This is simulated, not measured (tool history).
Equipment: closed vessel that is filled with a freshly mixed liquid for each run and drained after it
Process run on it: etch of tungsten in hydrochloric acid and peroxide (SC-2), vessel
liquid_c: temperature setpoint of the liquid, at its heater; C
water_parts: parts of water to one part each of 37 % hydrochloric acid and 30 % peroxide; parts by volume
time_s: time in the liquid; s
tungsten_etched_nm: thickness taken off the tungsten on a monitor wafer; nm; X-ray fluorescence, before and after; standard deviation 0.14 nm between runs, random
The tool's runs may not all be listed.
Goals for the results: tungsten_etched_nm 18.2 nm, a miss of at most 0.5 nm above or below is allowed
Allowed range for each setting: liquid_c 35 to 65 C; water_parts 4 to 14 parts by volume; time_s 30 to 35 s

{"run": 1, "hour": 0.0, "liquid_c": 49, "water_parts": 7.5, "time_s": 35, "tungsten_etched_nm": 4.8969}
{"run": 2, "hour": 9.3, "liquid_c": 53, "water_parts": 7, "time_s": 35, "tungsten_etched_nm": 6.5784}
{"run": 3, "hour": 11.1, "liquid_c": 53, "water_parts": 8, "time_s": 35, "tungsten_etched_nm": 5.9517}
{"run": 4, "hour": 16.8, "liquid_c": 53, "water_parts": 8, "time_s": 35, "tungsten_etched_nm": 5.9971}
{"run": 5, "hour": 25.8, "liquid_c": 53, "water_parts": 10, "time_s": 35, "tungsten_etched_nm": 5.0213}
{"run": 6, "hour": 27.9, "liquid_c": 56, "water_parts": 8.5, "time_s": 35, "tungsten_etched_nm": 6.9082}
{"run": 7, "hour": 31.4, "liquid_c": 58, "water_parts": 7.5, "time_s": 35, "tungsten_etched_nm": 8.6028}
{"run": 8, "hour": 38.9, "liquid_c": 59.5, "water_parts": 6.5, "time_s": 35, "tungsten_etched_nm": 10.513}

5 next moves are on the table. One of them brings every result within its allowed miss. Which?
{"run": "A", "hour": 46.4, "liquid_c": 62.5, "water_parts": 6, "time_s": 35, "tungsten_etched_nm": "?"}
{"run": "B", "hour": 46.4, "liquid_c": 65, "water_parts": 5, "time_s": 35, "tungsten_etched_nm": "?"}
{"run": "C", "hour": 46.4, "liquid_c": 65, "water_parts": 6, "time_s": 30, "tungsten_etched_nm": "?"}
{"run": "D", "hour": 46.4, "liquid_c": 61.5, "water_parts": 4, "time_s": 35, "tungsten_etched_nm": "?"}
{"run": "E", "hour": 46.4, "liquid_c": 65, "water_parts": 4.5, "time_s": 35, "tungsten_etched_nm": "?"}

move=A tungsten_etched_nm=13.708
move=B tungsten_etched_nm=18.263
move=C tungsten_etched_nm=13.697
move=D tungsten_etched_nm=17.178
move=E tungsten_etched_nm=19.667
A: nearer than the last run, and not there yet
B: meets every target
C: nearer than the last run, and not there yet
D: nearer than the last run, and not there yet
E: moves the result that the last run missed by most past its target, out the other side
The move that meets every target is B.
